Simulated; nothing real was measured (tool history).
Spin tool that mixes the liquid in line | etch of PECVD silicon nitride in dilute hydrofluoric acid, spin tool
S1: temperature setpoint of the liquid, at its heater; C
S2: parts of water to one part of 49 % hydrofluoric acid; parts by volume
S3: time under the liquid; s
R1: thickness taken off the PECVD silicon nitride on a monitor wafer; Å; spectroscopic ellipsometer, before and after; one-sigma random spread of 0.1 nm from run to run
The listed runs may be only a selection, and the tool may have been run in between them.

{"run": 1, "hour": 0.0, "S1": 26, "S2": 205, "S3": 315, "R1": 28.399}
{"run": 2, "hour": 4.6, "S1": 26, "S2": 205, "S3": 340, "R1": 30.38}
{"run": 3, "hour": 10.7, "S1": 27, "S2": 195, "S3": 340, "R1": 33.646}
{"run": 4, "hour": 12.1, "S1": 27, "S2": 195, "S3": 315, "R1": 31.455}
{"run": 5, "hour": 20.3, "S1": 28, "S2": 185, "S3": 315, "R1": 35.962}
{"run": 6, "hour": 26.0, "S1": 28, "S2": 185, "S3": 315, "R1": 35.688}
{"run": 7, "hour": 31.2, "S1": 28.5, "S2": 180, "S3": 315, "R1": 37.534}

For run 8, what comes out?
{"run": 8, "hour": 36.1, "S1": 29, "S2": 175, "S3": 315, "R1": "?"}

{"run 8": {"R1": 40.712}}

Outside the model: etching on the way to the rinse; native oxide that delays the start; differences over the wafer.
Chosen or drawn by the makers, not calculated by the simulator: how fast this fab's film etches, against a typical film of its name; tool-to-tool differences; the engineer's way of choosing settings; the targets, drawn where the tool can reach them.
